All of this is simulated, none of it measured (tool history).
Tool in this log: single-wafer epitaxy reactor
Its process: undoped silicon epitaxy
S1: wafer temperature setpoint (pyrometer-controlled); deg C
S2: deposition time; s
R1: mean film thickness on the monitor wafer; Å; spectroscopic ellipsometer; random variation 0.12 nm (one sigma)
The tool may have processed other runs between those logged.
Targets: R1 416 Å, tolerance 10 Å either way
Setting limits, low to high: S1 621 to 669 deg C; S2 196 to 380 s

Run 1, hour 0: S1 645 deg C, S2 288 s. Result: R1 513.32 Å.
Run 2, hour 8.8: S1 642 deg C, S2 288 s. Result: R1 485.68 Å.
Run 3, hour 14.6: S1 640 deg C, S2 288 s. Result: R1 466.03 Å.
Run 4, hour 19.8: S1 638 deg C, S2 288 s. Result: R1 446.47 Å.
Run 5, hour 24.6: S1 632 deg C, S2 288 s. Result: R1 400.69 Å.
Run 6, hour 25.6: S1 640 deg C, S2 288 s. Result: R1 466.51 Å.
Run 7, hour 30.6: S1 638 deg C, S2 288 s. Result: R1 448.4 Å.
Run 8, hour 32.4: S1 637 deg C, S2 288 s. Result: R1 440.87 Å.
Run 9, hour 33.3: S1 636 deg C, S2 288 s. Result: R1 431.6 Å.

Which of these 4 next moves meets every target?
Run A, hour 34.2: S1 626 deg C, S2 327 s. Result: R1 ?.
Run B, hour 34.2: S1 631 deg C, S2 307 s. Result: R1 ?.
Run C, hour 34.2: S1 632 deg C, S2 284 s. Result: R1 ?.
Run D, hour 34.2: S1 635 deg C, S2 303 s. Result: R1 ?.

move      R1
   A  401.17
   B  416.26
   C  392.82
   D  444.77
A: carries the result that was furthest off beyond its target, to the other side
B: in spec on every target
C: carries the result that was furthest off beyond its target, to the other side
D: the biggest miss grows against the last run
So the answer is move B, the one that meets all the targets.

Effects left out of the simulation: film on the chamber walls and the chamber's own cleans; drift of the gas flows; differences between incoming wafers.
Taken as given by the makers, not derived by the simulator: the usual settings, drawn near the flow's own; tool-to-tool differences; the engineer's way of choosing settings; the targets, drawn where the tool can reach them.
